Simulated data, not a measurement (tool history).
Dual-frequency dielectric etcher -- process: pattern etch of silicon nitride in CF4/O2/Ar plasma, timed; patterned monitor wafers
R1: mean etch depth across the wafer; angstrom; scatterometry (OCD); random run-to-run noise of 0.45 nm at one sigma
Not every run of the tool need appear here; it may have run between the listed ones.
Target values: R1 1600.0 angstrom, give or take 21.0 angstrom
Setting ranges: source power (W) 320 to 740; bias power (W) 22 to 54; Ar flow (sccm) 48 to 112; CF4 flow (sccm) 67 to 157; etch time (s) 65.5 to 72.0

run 1 day=0.000 | source_power_(W)=530 bias_power_(W)=38 Ar_flow_(sccm)=80 CF4_flow_(sccm)=112 etch_time_(s)=72.0 | R1=1387.5
run 2 day=0.092 | source_power_(W)=530 bias_power_(W)=38 Ar_flow_(sccm)=74 CF4_flow_(sccm)=112 etch_time_(s)=72.0 | R1=1403.1
run 3 day=0.221 | source_power_(W)=530 bias_power_(W)=41 Ar_flow_(sccm)=74 CF4_flow_(sccm)=112 etch_time_(s)=72.0 | R1=1418.8
run 4 day=0.400 | source_power_(W)=540 bias_power_(W)=41 Ar_flow_(sccm)=74 CF4_flow_(sccm)=112 etch_time_(s)=72.0 | R1=1451.1
-- day=0.767 CF4 flow controller replaced
run 5 day=0.767 | source_power_(W)=540 bias_power_(W)=41 Ar_flow_(sccm)=74 CF4_flow_(sccm)=129 etch_time_(s)=72.0 | R1=1456.3
run 6 day=0.896 | source_power_(W)=540 bias_power_(W)=47 Ar_flow_(sccm)=74 CF4_flow_(sccm)=129 etch_time_(s)=72.0 | R1=1511.3
run 7 day=1.088 | source_power_(W)=550 bias_power_(W)=47 Ar_flow_(sccm)=74 CF4_flow_(sccm)=129 etch_time_(s)=72.0 | R1=1535.9
run 8 day=1.183 | source_power_(W)=560 bias_power_(W)=47 Ar_flow_(sccm)=74 CF4_flow_(sccm)=129 etch_time_(s)=72.0 | R1=1563.3

Which single option among these 4 for the next run brings every result within its allowed miss of target? Just one does.
run A day=1.279 | source_power_(W)=610 bias_power_(W)=41 Ar_flow_(sccm)=72 CF4_flow_(sccm)=140 etch_time_(s)=67.0 | R1=?
run B day=1.279 | source_power_(W)=560 bias_power_(W)=54 Ar_flow_(sccm)=78 CF4_flow_(sccm)=135 etch_time_(s)=69.0 | R1=?
run C day=1.279 | source_power_(W)=590 bias_power_(W)=46 Ar_flow_(sccm)=71 CF4_flow_(sccm)=140 etch_time_(s)=66.5 | R1=?
run D day=1.279 | source_power_(W)=610 bias_power_(W)=46 Ar_flow_(sccm)=102 CF4_flow_(sccm)=129 etch_time_(s)=70.5 | R1=?

move=A R1=1558.8
move=B R1=1550.9
move=C R1=1536.6
move=D R1=1604.0
A: misses by more than the last run did
B: misses by more than the last run did
C: misses by more than the last run did
D: every result lands within tolerance
Answer: D

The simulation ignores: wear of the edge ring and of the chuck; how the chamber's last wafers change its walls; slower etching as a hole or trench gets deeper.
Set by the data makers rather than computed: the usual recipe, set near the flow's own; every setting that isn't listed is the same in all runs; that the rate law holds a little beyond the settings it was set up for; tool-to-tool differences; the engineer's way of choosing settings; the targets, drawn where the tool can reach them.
